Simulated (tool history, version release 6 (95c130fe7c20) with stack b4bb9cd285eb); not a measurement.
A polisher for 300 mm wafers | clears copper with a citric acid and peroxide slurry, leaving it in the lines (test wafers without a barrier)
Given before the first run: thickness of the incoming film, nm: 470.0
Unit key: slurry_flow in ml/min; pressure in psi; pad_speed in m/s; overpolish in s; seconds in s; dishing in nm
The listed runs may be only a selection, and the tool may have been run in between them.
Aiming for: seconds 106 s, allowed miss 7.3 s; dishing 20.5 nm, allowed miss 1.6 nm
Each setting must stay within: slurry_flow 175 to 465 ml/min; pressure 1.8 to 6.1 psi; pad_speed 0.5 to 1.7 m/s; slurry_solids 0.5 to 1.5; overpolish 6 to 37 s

run 1 hour=0 | slurry_flow=295 pressure=3.9 pad_speed=1.1 slurry_solids=1 overpolish=19 | seconds=170.61 dishing=35.694
run 2 hour=5.2 | slurry_flow=295 pressure=3.2 pad_speed=1.1 slurry_solids=1 overpolish=19 | seconds=191.18 dishing=32.662
run 3 hour=14.1 | slurry_flow=295 pressure=3.2 pad_speed=0.9 slurry_solids=1 overpolish=19 | seconds=235.53 dishing=28.008
run 4 hour=20.5 | slurry_flow=350 pressure=3.2 pad_speed=0.9 slurry_solids=1 overpolish=19 | seconds=228.25 dishing=27.956
run 5 hour=25.3 | slurry_flow=350 pressure=3.2 pad_speed=0.9 slurry_solids=1 overpolish=24 | seconds=238.43 dishing=34.252
run 6 hour=29.6 | slurry_flow=350 pressure=3.9 pad_speed=0.9 slurry_solids=1 overpolish=24 | seconds=210.92 dishing=36.477
run 7 hour=36.4 | slurry_flow=355 pressure=5 pad_speed=1.1 slurry_solids=1 overpolish=15 | seconds=139.1 dishing=34.586
run 8 hour=39.2 | slurry_flow=375 pressure=5.2 pad_speed=1.08 slurry_solids=1 overpolish=13 | seconds=138.91 dishing=32.68

Pick the move, out of 5, that brings all results within their allowed miss; only one does.
run A hour=42 | slurry_flow=220 pressure=5.4 pad_speed=1.2 slurry_solids=0.9 overpolish=6 | seconds=? dishing=?
run B hour=42 | slurry_flow=340 pressure=5 pad_speed=0.88 slurry_solids=1.05 overpolish=34 | seconds=? dishing=?
run C hour=42 | slurry_flow=450 pressure=4.4 pad_speed=0.98 slurry_solids=0.85 overpolish=11 | seconds=? dishing=?
run D hour=42 | slurry_flow=345 pressure=5.6 pad_speed=1.14 slurry_solids=1.2 overpolish=7 | seconds=? dishing=?
run E hour=42 | slurry_flow=315 pressure=5.3 pad_speed=1.36 slurry_solids=1.25 overpolish=6 | seconds=? dishing=?

move=A seconds=127.82 dishing=17.328
move=B seconds=172.03 dishing=57.742
move=C seconds=171.5 dishing=22.992
move=D seconds=120.63 dishing=21.049
move=E seconds=105.81 dishing=20.6
A: takes the result that was furthest off past its target
B: lands further from the targets than the last run did
C: lands further from the targets than the last run did
D: brings the last run's worst result on target, with another outside its allowed miss
E: each result inside its tolerance
The right move is E.
